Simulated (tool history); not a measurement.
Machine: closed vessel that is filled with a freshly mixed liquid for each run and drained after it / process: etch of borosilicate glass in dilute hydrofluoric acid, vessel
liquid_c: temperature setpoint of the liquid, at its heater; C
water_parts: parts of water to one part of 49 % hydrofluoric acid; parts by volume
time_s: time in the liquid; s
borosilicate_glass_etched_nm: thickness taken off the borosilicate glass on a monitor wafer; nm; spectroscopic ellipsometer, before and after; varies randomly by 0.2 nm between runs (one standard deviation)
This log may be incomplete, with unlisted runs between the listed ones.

run	hour	liquid_c	water_parts	time_s	borosilicate_glass_etched_nm
1	0.0	24.0	115	30	8.8727
2	5.0	25.5	115	30	9.2140
3	11.3	26.5	105	30	10.6880
4	12.6	27.0	100	30	11.5630
5	16.9	27.0	100	30	11.5200
6	21.7	27.5	95	30	12.6070
7	25.1	28.0	90	30	13.7360
8	32.0	28.5	85	30	14.6720
9	36.0	29.0	85	30	15.3420
10	44.4	32.0	65	30	22.6570

Run 11 comes next. What will it give?
11	50.1	31.0	65	30	?

{"run 11": {"borosilicate_glass_etched_nm": 21.501}}
